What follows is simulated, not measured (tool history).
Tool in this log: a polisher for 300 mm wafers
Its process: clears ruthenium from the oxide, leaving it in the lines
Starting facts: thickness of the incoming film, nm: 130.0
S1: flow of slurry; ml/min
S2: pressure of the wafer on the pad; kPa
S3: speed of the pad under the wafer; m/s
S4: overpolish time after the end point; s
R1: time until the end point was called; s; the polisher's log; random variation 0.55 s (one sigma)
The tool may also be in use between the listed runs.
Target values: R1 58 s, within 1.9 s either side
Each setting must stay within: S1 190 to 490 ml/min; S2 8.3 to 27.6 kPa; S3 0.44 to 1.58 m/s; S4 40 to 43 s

Run 1, day 0: S1 315 ml/min, S2 17.9 kPa, S3 1 m/s, S4 40 s. Result: R1 72.676 s.
Run 2, day 0.108: S1 315 ml/min, S2 17.9 kPa, S3 0.86 m/s, S4 40 s. Result: R1 84.668 s.
Run 3, day 0.308: S1 315 ml/min, S2 17.9 kPa, S3 0.86 m/s, S4 43 s. Result: R1 85.131 s.
Run 4, day 0.421: S1 315 ml/min, S2 17.9 kPa, S3 0.7 m/s, S4 43 s. Result: R1 103.74 s.
Run 5, day 0.504: S1 315 ml/min, S2 20 kPa, S3 0.7 m/s, S4 43 s. Result: R1 93.73 s.
Run 6, day 0.683: S1 315 ml/min, S2 20 kPa, S3 0.48 m/s, S4 43 s. Result: R1 132.73 s.
Run 7, day 0.988: S1 315 ml/min, S2 21.4 kPa, S3 0.56 m/s, S4 43 s. Result: R1 108.07 s.
Run 8, day 1.329: S1 315 ml/min, S2 21.4 kPa, S3 0.56 m/s, S4 43 s. Result: R1 106.64 s.

Consider the 5 candidate settings below. Which is the only one whose results all fall within their allowed miss of target?
Run A, day 1.671: S1 195 ml/min, S2 22.8 kPa, S3 0.86 m/s, S4 40 s. Result: R1 ?.
Run B, day 1.671: S1 285 ml/min, S2 25.5 kPa, S3 0.9 m/s, S4 43 s. Result: R1 ?.
Run C, day 1.671: S1 325 ml/min, S2 21.4 kPa, S3 0.44 m/s, S4 40 s. Result: R1 ?.
Run D, day 1.671: S1 215 ml/min, S2 19.3 kPa, S3 0.84 m/s, S4 43 s. Result: R1 ?.
Run E, day 1.671: S1 285 ml/min, S2 24.8 kPa, S3 1.28 m/s, S4 41 s. Result: R1 ?.

move      R1
   A  70.713
   B  57.494
   C  133.36
   D  83.586
   E  41.938
A: nearer the targets than the last run, but a result is still out of spec
B: hits every target within its allowed miss
C: its largest miss is bigger than the last run's
D: nearer the targets than the last run, but a result is still out of spec
E: takes the result that was furthest off past its target
Answer: B

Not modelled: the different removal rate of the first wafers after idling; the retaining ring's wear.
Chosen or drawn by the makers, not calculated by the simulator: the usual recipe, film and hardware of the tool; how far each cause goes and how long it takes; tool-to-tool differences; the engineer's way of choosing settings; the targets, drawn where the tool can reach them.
